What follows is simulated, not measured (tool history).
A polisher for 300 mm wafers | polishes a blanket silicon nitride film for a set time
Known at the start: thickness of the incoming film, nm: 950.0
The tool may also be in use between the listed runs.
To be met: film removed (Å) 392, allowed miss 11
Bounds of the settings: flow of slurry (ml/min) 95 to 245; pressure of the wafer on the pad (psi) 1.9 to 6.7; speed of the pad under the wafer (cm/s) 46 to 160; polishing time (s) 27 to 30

run,hour,flow of slurry (ml/min),pressure of the wafer on the pad (psi),speed of the pad under the wafer (cm/s),polishing time (s),film removed (Å)
1,0,155,4.3,102,30,620.82
2,2.8,155,4.3,102,27,558.11
3,3.7,190,4.3,102,27,576.87
4,6.8,190,3.8,102,27,508.3
5,7.5,190,3.8,102,30,570.99
6,11,185,3.3,102,30,498.8
7,19,180,3,102,30,448.86
8,21.8,180,3,102,30,447.62
9,26.9,170,2.9,102,30,431.13

4 next moves are on the table. One of them brings every result within its allowed miss. Which?
A,32,145,3.1,100,27,?
B,32,245,2.7,112,27,?
C,32,185,2.7,118,27,?
D,32,210,3.1,112,27,?

move,film removed (Å)
A,397.87
B,413.25
C,415.29
D,462.81
A: meets every target
B: nearer than the last run, and not there yet
C: nearer than the last run, and not there yet
D: further off than the last run
Move A is the one to make.

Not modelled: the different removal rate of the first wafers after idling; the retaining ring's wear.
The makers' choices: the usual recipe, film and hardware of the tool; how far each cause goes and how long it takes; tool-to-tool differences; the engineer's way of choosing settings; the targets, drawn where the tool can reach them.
